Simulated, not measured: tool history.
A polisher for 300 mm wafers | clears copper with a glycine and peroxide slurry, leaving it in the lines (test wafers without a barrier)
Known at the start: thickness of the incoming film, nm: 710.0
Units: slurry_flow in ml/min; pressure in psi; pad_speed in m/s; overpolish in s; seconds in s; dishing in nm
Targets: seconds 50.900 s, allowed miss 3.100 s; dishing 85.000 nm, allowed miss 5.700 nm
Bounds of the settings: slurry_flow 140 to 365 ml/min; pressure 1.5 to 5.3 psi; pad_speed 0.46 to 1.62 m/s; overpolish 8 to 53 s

| run | hour | slurry_flow | pressure | pad_speed | overpolish | seconds | dishing |
|---|---|---|---|---|---|---|---|
| 1 | 0.0 | 235 | 3.4 | 1.04 | 27 | 89.685 | 81.886 |
| 2 | 1.1 | 235 | 3.4 | 1.04 | 23 | 91.544 | 80.434 |
| 3 | 2.5 | 235 | 3.4 | 1.04 | 15 | 89.842 | 60.814 |
| 4 | 5.9 | 235 | 3.4 | 1.04 | 8 | 90.795 | 40.152 |
| 5 | 7.7 | 235 | 3.1 | 1.04 | 8 | 98.829 | 36.588 |
| 6 | 13.4 | 285 | 3.1 | 1.04 | 8 | 96.024 | 37.561 |
| 7 | 20.5 | 285 | 3.6 | 1.08 | 10 | 83.108 | 47.717 |
| 8 | 28.3 | 285 | 4.0 | 1.12 | 11 | 74.501 | 59.199 |

4 next moves are on the table. One of them brings every result within its allowed miss. Which?
| A | 36.1 | 295 | 3.3 | 0.78 | 28 | ? | ? |
| B | 36.1 | 220 | 4.8 | 1.38 | 12 | ? | ? |
| C | 36.1 | 270 | 4.4 | 1.52 | 16 | ? | ? |
| D | 36.1 | 320 | 3.2 | 0.94 | 33 | ? | ? |

| move | seconds | dishing |
|---|---|---|
| A | 114.690 | 77.353 |
| B | 51.323 | 74.542 |
| C | 50.173 | 84.818 |
| D | 100.340 | 86.711 |
A: further off than the last run
B: brings the result that was furthest off to its target, and leaves another outside
C: meets every target
D: further off than the last run
The right move is C.

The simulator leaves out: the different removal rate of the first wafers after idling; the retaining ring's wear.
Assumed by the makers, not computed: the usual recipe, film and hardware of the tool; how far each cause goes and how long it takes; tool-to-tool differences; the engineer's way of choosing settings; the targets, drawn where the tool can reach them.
